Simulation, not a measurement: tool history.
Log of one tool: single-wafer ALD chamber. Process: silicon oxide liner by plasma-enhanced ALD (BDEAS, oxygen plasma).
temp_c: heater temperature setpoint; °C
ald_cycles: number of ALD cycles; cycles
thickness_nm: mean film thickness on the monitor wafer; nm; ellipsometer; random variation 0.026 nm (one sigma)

Run 1, hour 0: temp_c 320 °C, ald_cycles 69 cycles. Result: thickness_nm 6.5394 nm.
Run 2, hour 3.7: temp_c 320 °C, ald_cycles 65 cycles. Result: thickness_nm 6.1377 nm.
Run 3, hour 7.6: temp_c 320 °C, ald_cycles 62 cycles. Result: thickness_nm 5.8297 nm.
Run 4, hour 15.2: temp_c 320 °C, ald_cycles 60 cycles. Result: thickness_nm 5.6657 nm.
Run 5, hour 20.1: temp_c 316 °C, ald_cycles 60 cycles. Result: thickness_nm 5.6842 nm.
Run 6, hour 20.6: temp_c 308 °C, ald_cycles 60 cycles. Result: thickness_nm 5.7487 nm.
Run 7, hour 21.7: temp_c 308 °C, ald_cycles 58 cycles. Result: thickness_nm 5.614 nm.
Run 8, hour 26.4: temp_c 308 °C, ald_cycles 58 cycles. Result: thickness_nm 5.5918 nm.
Run 9, hour 27: temp_c 308 °C, ald_cycles 56 cycles. Result: thickness_nm 5.389 nm.

The next listed run, before its measurement:
Run 10, hour 28.1: temp_c 309 °C, ald_cycles 50 cycles. Result: thickness_nm ?.

{"run 10": {"thickness_nm": 4.794}}

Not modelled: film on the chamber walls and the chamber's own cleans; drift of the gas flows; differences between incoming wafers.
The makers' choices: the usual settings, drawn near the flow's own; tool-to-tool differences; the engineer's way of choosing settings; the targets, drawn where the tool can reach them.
